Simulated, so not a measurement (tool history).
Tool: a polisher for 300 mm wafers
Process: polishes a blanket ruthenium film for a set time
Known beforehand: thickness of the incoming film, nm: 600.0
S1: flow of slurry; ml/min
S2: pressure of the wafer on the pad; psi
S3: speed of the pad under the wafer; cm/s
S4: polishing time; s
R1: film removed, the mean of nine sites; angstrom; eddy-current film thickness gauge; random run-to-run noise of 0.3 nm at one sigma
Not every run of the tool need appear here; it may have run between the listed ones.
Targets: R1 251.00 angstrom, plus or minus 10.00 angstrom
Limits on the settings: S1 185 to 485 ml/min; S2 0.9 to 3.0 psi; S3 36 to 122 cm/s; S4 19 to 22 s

run,hour,S1,S2,S3,S4,R1
1,0.0,310,1.9,78,22,174.33
2,1.3,310,2.0,78,22,183.06
3,2.2,310,2.1,78,22,190.73
4,8.4,250,2.1,78,22,185.14
5,13.2,255,2.2,78,22,194.56
6,13.8,255,2.2,78,22,192.10
7,15.8,265,2.3,78,22,201.41
8,18.9,270,2.4,78,22,216.29
9,26.0,280,2.4,78,22,214.04
10,28.4,285,2.5,78,22,224.93
11,29.8,290,2.5,78,22,225.47
12,38.3,295,2.5,78,22,224.35
13,43.6,300,2.6,78,22,227.91

Of the 5 settings listed for the next run, only one would bring every result within its allowed miss of target. Which one?
A,48.9,295,2.5,102,20,?
B,48.9,280,2.6,98,21,?
C,48.9,315,3.0,80,22,?
D,48.9,340,2.8,84,20,?
E,48.9,235,2.7,92,22,?

move,R1
A,266.44
B,278.04
C,278.30
D,249.64
E,278.28
A: carries the result that was furthest off beyond its target, to the other side
B: carries the result that was furthest off beyond its target, to the other side
C: carries the result that was furthest off beyond its target, to the other side
D: meets every target
E: carries the result that was furthest off beyond its target, to the other side
Answer: D
